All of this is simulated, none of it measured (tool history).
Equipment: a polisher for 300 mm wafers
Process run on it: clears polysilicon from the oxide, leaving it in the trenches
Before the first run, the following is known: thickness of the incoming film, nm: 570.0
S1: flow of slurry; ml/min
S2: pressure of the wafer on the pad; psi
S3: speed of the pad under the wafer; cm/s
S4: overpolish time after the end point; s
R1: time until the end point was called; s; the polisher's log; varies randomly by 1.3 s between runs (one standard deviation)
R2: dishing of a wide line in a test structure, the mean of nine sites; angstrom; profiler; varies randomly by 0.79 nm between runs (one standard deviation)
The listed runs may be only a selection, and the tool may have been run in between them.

Run 1, hour 0: S1 140 ml/min, S2 2.8 psi, S3 106 cm/s, S4 24 s. Result: R1 36.921 s, R2 755.62 angstrom.
Run 2, hour 5.4: S1 170 ml/min, S2 2.8 psi, S3 106 cm/s, S4 24 s. Result: R1 34.917 s, R2 712.66 angstrom.
Run 3, hour 13: S1 170 ml/min, S2 2.8 psi, S3 130 cm/s, S4 24 s. Result: R1 29.204 s, R2 755.21 angstrom.
Run 4, hour 14.8: S1 170 ml/min, S2 2.8 psi, S3 142 cm/s, S4 24 s. Result: R1 26.82 s, R2 763.61 angstrom.
Run 5, hour 22.5: S1 170 ml/min, S2 2.8 psi, S3 142 cm/s, S4 34 s. Result: R1 26.774 s, R2 722.2 angstrom.
Run 6, hour 24.1: S1 185 ml/min, S2 2.5 psi, S3 110 cm/s, S4 38 s. Result: R1 37.367 s, R2 706.76 angstrom.
Run 7, hour 32.1: S1 220 ml/min, S2 1.8 psi, S3 80 cm/s, S4 27 s. Result: R1 70.274 s, R2 696.63 angstrom.
Run 8, hour 36: S1 180 ml/min, S2 1.9 psi, S3 86 cm/s, S4 16 s. Result: R1 62.518 s, R2 619.69 angstrom.
Run 9, hour 37.1: S1 150 ml/min, S2 1.7 psi, S3 88 cm/s, S4 13 s. Result: R1 67.798 s, R2 572.65 angstrom.
Run 10, hour 45.8: S1 130 ml/min, S2 1.6 psi, S3 92 cm/s, S4 11 s. Result: R1 71.091 s, R2 494.28 angstrom.
Run 11, hour 49.2: S1 115 ml/min, S2 1.5 psi, S3 98 cm/s, S4 10 s. Result: R1 70.266 s, R2 474.18 angstrom.
Run 12, hour 49.9: S1 105 ml/min, S2 1.4 psi, S3 100 cm/s, S4 9 s. Result: R1 78.852 s, R2 431.37 angstrom.
Run 13, hour 51.5: S1 100 ml/min, S2 1.4 psi, S3 108 cm/s, S4 8 s. Result: R1 73.662 s, R2 423.61 angstrom.
Run 14, hour 52.4: S1 95 ml/min, S2 1.4 psi, S3 112 cm/s, S4 8 s. Result: R1 69.704 s, R2 425.04 angstrom.
Run 15, hour 59.8: S1 90 ml/min, S2 1.4 psi, S3 112 cm/s, S4 8 s. Result: R1 72.285 s, R2 418.41 angstrom.
Run 16, hour 66.2: S1 90 ml/min, S2 1.4 psi, S3 114 cm/s, S4 8 s. Result: R1 72.109 s, R2 420.02 angstrom.
Run 17, hour 74.8: S1 90 ml/min, S2 1.4 psi, S3 116 cm/s, S4 8 s. Result: R1 66.972 s, R2 445.95 angstrom.

Run 18, settings as shown, results not yet in. Your forecast:
Run 18, hour 76.1: S1 130 ml/min, S2 2.2 psi, S3 86 cm/s, S4 7 s. Result: R1 ?, R2 ?.

{"run 18": {"R1": 55.908, "R2": 459.95}}

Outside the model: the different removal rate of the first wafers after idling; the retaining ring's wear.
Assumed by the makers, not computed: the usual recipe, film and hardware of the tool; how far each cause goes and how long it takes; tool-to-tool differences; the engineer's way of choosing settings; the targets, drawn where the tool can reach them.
